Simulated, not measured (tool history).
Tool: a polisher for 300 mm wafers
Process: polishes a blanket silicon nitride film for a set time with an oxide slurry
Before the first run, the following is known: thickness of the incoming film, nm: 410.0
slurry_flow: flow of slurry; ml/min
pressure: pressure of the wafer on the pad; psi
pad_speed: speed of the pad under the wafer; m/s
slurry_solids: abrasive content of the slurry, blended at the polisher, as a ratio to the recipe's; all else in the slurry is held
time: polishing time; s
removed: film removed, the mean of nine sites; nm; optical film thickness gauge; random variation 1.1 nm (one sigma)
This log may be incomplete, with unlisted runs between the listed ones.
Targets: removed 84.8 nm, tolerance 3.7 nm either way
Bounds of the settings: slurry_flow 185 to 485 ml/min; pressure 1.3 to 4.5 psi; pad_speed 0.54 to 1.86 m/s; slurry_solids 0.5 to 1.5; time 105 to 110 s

run 1 day=0 | slurry_flow=310 pressure=2.9 pad_speed=1.18 slurry_solids=1 time=105 | removed=64.228
run 2 day=0.054 | slurry_flow=310 pressure=3.1 pad_speed=1.18 slurry_solids=1 time=105 | removed=66.767
run 3 day=0.208 | slurry_flow=310 pressure=3.4 pad_speed=1.2 slurry_solids=1 time=105 | removed=72.055
run 4 day=0.4 | slurry_flow=310 pressure=3.4 pad_speed=1.2 slurry_solids=1.1 time=105 | removed=77.79
run 5 day=0.717 | slurry_flow=310 pressure=3.4 pad_speed=1.06 slurry_solids=1.1 time=105 | removed=69.949
run 6 day=1.004 | slurry_flow=310 pressure=3.4 pad_speed=0.92 slurry_solids=1.1 time=105 | removed=65.233
run 7 day=1.121 | slurry_flow=310 pressure=3.7 pad_speed=0.94 slurry_solids=1.1 time=105 | removed=70.883
run 8 day=1.467 | slurry_flow=310 pressure=3.9 pad_speed=0.96 slurry_solids=1.1 time=105 | removed=75.083
run 9 day=1.538 | slurry_flow=310 pressure=4 pad_speed=0.96 slurry_solids=1.1 time=105 | removed=78.609
run 10 day=1.85 | slurry_flow=310 pressure=4.1 pad_speed=0.96 slurry_solids=1.1 time=105 | removed=79.047

Which single option among these 4 for the next run brings every result within its allowed miss of target? Just one does.
run A day=2.162 | slurry_flow=330 pressure=4.5 pad_speed=0.88 slurry_solids=1.05 time=110 | removed=?
run B day=2.162 | slurry_flow=300 pressure=4.5 pad_speed=1.08 slurry_solids=1.05 time=110 | removed=?
run C day=2.162 | slurry_flow=220 pressure=4.4 pad_speed=1.1 slurry_solids=1.15 time=110 | removed=?
run D day=2.162 | slurry_flow=355 pressure=4.2 pad_speed=1.1 slurry_solids=1.25 time=105 | removed=?

move=A removed=82.21
move=B removed=93.382
move=C removed=94.26
move=D removed=95.135
A: every result lands within tolerance
B: carries the result that was furthest off beyond its target, to the other side
C: carries the result that was furthest off beyond its target, to the other side
D: carries the result that was furthest off beyond its target, to the other side
A meets every target.

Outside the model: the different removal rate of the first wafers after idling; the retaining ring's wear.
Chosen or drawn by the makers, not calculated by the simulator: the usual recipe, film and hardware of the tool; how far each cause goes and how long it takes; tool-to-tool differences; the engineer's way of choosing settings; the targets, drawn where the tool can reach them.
